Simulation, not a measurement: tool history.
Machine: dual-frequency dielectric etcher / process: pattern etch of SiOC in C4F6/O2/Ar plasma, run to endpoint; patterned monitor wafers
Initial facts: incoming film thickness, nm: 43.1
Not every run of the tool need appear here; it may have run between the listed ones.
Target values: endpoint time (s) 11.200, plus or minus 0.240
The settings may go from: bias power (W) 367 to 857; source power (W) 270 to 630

run	day	bias power (W)	source power (W)	endpoint time (s)
1	0.000	612	450	13.135
2	0.121	612	410	13.802
3	0.388	673	410	13.050
4	0.442	711	420	12.803
5	0.608	661	420	13.236
6	0.817	661	480	12.559
7	0.867	697	490	12.124
8	0.971	697	490	12.207
9	1.212	725	500	12.028
10	1.567	748	510	11.600
11	1.683	759	510	11.648
12	1.746	772	510	11.533

Consider the 4 candidate settings below. Which is the only one whose results all fall within their allowed miss of target?
A	1.808	755	510	?
B	1.808	852	500	?
C	1.808	724	490	?
D	1.808	635	570	?

move	endpoint time (s)
A	11.648
B	11.223
C	12.010
D	11.880
A: the biggest miss grows against the last run
B: meets every target
C: the biggest miss grows against the last run
D: the biggest miss grows against the last run
Move B is the one to make.
